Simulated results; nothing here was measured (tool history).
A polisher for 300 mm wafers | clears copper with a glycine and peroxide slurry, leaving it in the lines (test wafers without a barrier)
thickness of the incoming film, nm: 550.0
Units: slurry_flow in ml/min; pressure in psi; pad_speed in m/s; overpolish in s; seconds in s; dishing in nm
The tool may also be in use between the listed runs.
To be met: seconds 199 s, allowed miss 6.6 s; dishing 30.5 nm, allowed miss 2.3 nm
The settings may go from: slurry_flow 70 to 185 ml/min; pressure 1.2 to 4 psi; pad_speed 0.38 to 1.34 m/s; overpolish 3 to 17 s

run,day,slurry_flow,pressure,pad_speed,overpolish,seconds,dishing
1,0,120,2.6,0.86,9,111.04,32.196
2,0.2,115,2.4,0.84,10,121.12,33.037
3,0.417,105,2.4,0.84,10,124.11,31.5
4,0.792,90,2.4,0.84,10,126.14,31.753
5,1.029,90,2.2,0.82,11,135.87,32.745
6,1.083,75,2.2,0.82,11,140.79,30.309
7,1.433,75,2.1,0.82,11,146.76,30.229
8,1.792,75,2,0.82,11,154.2,29.215
9,2.112,75,1.9,0.82,11,157.13,28.016
10,2.354,70,1.2,0.76,15,230.63,27.465
11,2.475,75,1.2,0.76,15,225.73,27.492
12,2.7,80,1.2,0.76,15,224.61,27.074
13,3.012,110,1.5,0.76,15,181.76,32.754
14,3.329,105,1.5,0.76,15,185.31,32.465
15,3.7,100,1.5,0.76,15,184.04,32.194
16,4.038,95,1.5,0.76,15,187.99,31.925

4 next moves are on the table. One of them brings every result within its allowed miss. Which?
A,4.375,145,1.4,0.8,15,?,?
B,4.375,115,1.2,0.84,15,?,?
C,4.375,100,1.8,0.68,15,?,?
D,4.375,85,1.7,0.76,12,?,?

move,seconds,dishing
A,174.79,32.324
B,194.29,29.308
C,175.58,32.575
D,174.68,26.719
A: further off than the last run
B: meets every target
C: further off than the last run
D: further off than the last run
Answer: B

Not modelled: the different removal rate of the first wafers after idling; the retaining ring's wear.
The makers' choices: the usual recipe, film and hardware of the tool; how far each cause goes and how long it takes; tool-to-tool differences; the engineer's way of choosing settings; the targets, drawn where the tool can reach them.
